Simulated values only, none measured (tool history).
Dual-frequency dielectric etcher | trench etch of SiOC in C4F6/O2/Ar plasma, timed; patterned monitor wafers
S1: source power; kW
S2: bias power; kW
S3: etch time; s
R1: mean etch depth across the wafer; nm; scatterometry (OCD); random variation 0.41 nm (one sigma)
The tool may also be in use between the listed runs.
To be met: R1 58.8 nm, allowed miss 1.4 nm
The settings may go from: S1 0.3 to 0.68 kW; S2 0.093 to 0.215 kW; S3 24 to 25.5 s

run  hour    S1     S2  S3      R1
  1     0  0.49  0.154  24  51.608
  2     1  0.52  0.158  24   52.76
  3   1.9  0.52  0.145  24  52.213
  4   9.8  0.52  0.172  24  55.482
  5  11.1  0.53  0.173  24  55.686
  6  14.6  0.54  0.174  24   56.29
     19.8  -- bias power generator calibrated
  7  19.8  0.55  0.175  24  56.003
  8  20.7  0.55  0.175  24  55.717
  9    23  0.56  0.179  24  56.179
 10  26.4  0.56  0.183  24  57.322

4 next moves are on the table. One of them brings every result within its allowed miss. Which?
  A  29.8  0.57  0.173    24   ?
  B  29.8  0.54  0.177  24.5   ?
  C  29.8  0.55  0.174    24   ?
  D  29.8  0.51  0.182  25.5   ?

move      R1
   A  55.875
   B   56.29
   C  55.204
   D  57.859
A: further off than the last run
B: further off than the last run
C: further off than the last run
D: meets every target
The right move is D.
